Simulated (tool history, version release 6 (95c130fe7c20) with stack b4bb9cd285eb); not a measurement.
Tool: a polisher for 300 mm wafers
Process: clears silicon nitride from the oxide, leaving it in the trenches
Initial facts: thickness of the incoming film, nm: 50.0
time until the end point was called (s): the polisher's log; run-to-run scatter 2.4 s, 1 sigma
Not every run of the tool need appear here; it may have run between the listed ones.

run  hour  flow of slurry (ml/min)  pressure of the wafer on the pad (kPa)  speed of the pad under the wafer (cm/s)  overpolish time after the end point (s)  time until the end point was called (s)
  1   0.0                      315                                    13.8                                       88                                       11                                   81.882
  2   9.0                      355                                    13.8                                       88                                       11                                   79.178
  3  15.5                      425                                    13.8                                       88                                       11                                   78.183
  4  22.8                      425                                    13.8                                      104                                       11                                   69.269
  5  29.8                      370                                    13.8                                      104                                       11                                   68.166
  6  32.2                      370                                    13.8                                      104                                        8                                   68.812
  7  35.4                      370                                    12.4                                      102                                        8                                   75.819
  8  40.2                      370                                    11.0                                       98                                        8                                   82.736
  9  42.8                      370                                    10.3                                       94                                        8                                   89.020

What does the tool deliver on the next run?
 10  47.8                      370                                     9.7                                       90                                        8                                        ?

time until the end point was called (s): 98.862
